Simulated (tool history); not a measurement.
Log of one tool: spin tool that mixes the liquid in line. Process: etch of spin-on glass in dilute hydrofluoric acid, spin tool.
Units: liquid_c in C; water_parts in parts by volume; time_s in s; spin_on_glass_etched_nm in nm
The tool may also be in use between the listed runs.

run 1 day=0.000 | liquid_c=24.0 water_parts=275 time_s=280 | spin_on_glass_etched_nm=26.319
run 2 day=0.146 | liquid_c=23.0 water_parts=295 time_s=280 | spin_on_glass_etched_nm=23.289
run 3 day=0.292 | liquid_c=21.0 water_parts=295 time_s=280 | spin_on_glass_etched_nm=21.979
run 4 day=0.558 | liquid_c=21.0 water_parts=230 time_s=280 | spin_on_glass_etched_nm=29.818
run 5 day=0.750 | liquid_c=19.5 water_parts=230 time_s=280 | spin_on_glass_etched_nm=28.054
run 6 day=0.988 | liquid_c=19.5 water_parts=310 time_s=280 | spin_on_glass_etched_nm=19.206
run 7 day=1.246 | liquid_c=19.0 water_parts=325 time_s=280 | spin_on_glass_etched_nm=18.074

Forecast run 8:
run 8 day=1.579 | liquid_c=18.5 water_parts=340 time_s=280 | spin_on_glass_etched_nm=?

{"run 8": {"spin_on_glass_etched_nm": 16.476}}
